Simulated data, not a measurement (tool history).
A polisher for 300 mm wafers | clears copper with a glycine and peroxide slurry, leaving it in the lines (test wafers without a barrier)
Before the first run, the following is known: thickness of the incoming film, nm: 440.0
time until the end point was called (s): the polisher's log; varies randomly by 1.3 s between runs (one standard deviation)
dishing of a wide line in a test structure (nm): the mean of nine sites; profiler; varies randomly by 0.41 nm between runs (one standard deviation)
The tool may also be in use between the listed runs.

| run | hour | flow of slurry (ml/min) | pressure of the wafer on the pad (kPa) | speed of the pad under the wafer (cm/s) | overpolish time after the end point (s) | time until the end point was called (s) | dishing of a wide line in a test structure (nm) |
|---|---|---|---|---|---|---|---|
| 1 | 0.0 | 165 | 20.7 | 124 | 15 | 65.065 | 68.834 |
| 2 | 8.1 | 165 | 20.7 | 124 | 12 | 65.613 | 56.044 |
| 3 | 12.0 | 165 | 20.7 | 124 | 9 | 64.913 | 44.915 |
| 4 | 14.6 | 165 | 20.7 | 154 | 9 | 55.372 | 53.568 |
| 5 | 20.9 | 170 | 19.3 | 154 | 9 | 58.290 | 49.614 |
| 6 | 24.0 | 170 | 18.6 | 154 | 9 | 59.565 | 48.575 |
| 7 | 27.7 | 170 | 17.9 | 154 | 9 | 62.057 | 47.081 |
| 8 | 30.5 | 175 | 15.9 | 154 | 7 | 69.961 | 33.740 |
| 9 | 33.3 | 170 | 15.9 | 154 | 7 | 69.601 | 34.617 |
| 10 | 36.8 | 160 | 17.2 | 152 | 9 | 63.176 | 44.147 |
| 11 | 41.0 | 165 | 17.2 | 152 | 9 | 65.393 | 44.563 |
| 12 | 45.1 | 175 | 17.2 | 152 | 9 | 63.128 | 45.838 |
| 13 | 49.6 | 165 | 17.2 | 152 | 9 | 64.860 | 45.092 |

Run 14 is up next; what results do you expect?
| 14 | 56.0 | 175 | 17.2 | 152 | 9 | ? | ? |

Run 14 gave time until the end point was called (s) 65.474, dishing of a wide line in a test structure (nm) 45.368.

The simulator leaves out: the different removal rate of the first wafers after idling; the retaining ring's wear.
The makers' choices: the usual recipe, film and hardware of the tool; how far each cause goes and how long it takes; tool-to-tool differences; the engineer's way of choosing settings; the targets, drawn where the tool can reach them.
